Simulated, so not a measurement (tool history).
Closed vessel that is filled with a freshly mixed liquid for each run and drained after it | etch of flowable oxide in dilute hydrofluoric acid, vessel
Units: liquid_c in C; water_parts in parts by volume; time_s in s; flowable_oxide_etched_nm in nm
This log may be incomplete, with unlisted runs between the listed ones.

run	day	liquid_c	water_parts	time_s	flowable_oxide_etched_nm
1	0.000	23.0	170	275	58.777
2	0.021	25.5	165	275	66.505
3	0.367	29.0	165	275	75.799
4	0.712	31.0	165	275	81.225
5	1.025	31.0	220	275	57.161
6	1.271	28.0	220	275	51.463
7	1.412	29.0	195	275	61.788

Run 8 has not been measured yet. What should we expect?
8	1.725	29.0	195	275	?

For run 8 the tool returned flowable_oxide_etched_nm 61.599 nm.
